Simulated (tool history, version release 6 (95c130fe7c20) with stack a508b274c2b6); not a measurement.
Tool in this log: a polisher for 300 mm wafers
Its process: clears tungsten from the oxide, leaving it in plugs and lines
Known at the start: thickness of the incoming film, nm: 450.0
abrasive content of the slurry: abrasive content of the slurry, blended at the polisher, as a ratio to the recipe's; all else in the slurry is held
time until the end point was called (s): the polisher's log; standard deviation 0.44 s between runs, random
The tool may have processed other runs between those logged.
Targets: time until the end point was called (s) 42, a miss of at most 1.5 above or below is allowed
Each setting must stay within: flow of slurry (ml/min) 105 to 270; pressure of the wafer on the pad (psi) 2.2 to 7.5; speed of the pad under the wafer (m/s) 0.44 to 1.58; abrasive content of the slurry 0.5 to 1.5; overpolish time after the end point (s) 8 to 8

run  hour  flow of slurry (ml/min)  pressure of the wafer on the pad (psi)  speed of the pad under the wafer (m/s)  abrasive content of the slurry  overpolish time after the end point (s)  time until the end point was called (s)
  1     0                      175                                     4.8                                       1                               1                                        8                                   65.951
  2   5.9                      175                                     4.8                                    0.88                               1                                        8                                   72.369
  3  13.1                      180                                     5.5                                    0.88                               1                                        8                                   64.658
  4    17                      180                                     4.6                                    0.88                               1                                        8                                   76.668
  5  18.1                      180                                     4.6                                    1.06                               1                                        8                                   64.794
  6  26.1                      180                                     4.6                                    1.06                               1                                        8                                    64.32
  7  29.4                      180                                     5.2                                    1.06                               1                                        8                                   57.673
  8  31.7                      180                                     5.7                                    1.06                               1                                        8                                   52.771
  9  38.4                      180                                       6                                    1.06                               1                                        8                                   50.263
 10  43.8                      180                                     6.3                                    1.06                               1                                        8                                    48.34
 11  46.2                      180                                     6.5                                    1.06                               1                                        8                                   46.851
 12  54.7                      180                                     6.7                                    1.06                               1                                        8                                   46.063
 13  58.5                      185                                     6.8                                    1.06                               1                                        8                                   44.529
 14  59.7                      185                                     6.9                                    1.06                               1                                        8                                    43.98

Exactly one of the 4 candidate moves below puts every result within its allowed miss. Which one?
  A  60.9                      205                                     6.4                                    1.02                            1.15                                        8                                        ?
  B  60.9                      245                                     6.3                                    1.06                             1.2                                        8                                        ?
  C  60.9                      260                                     6.1                                    1.22                               1                                        8                                        ?
  D  60.9                      145                                     7.3                                    0.96                            1.05                                        8                                        ?

move  time until the end point was called (s)
   A                                   46.628
   B                                   44.347
   C                                   41.188
   D                                    46.95
A: lands further from the targets than the last run did
B: lands further from the targets than the last run did
C: hits every target within its allowed miss
D: lands further from the targets than the last run did
The move that meets every target is C.

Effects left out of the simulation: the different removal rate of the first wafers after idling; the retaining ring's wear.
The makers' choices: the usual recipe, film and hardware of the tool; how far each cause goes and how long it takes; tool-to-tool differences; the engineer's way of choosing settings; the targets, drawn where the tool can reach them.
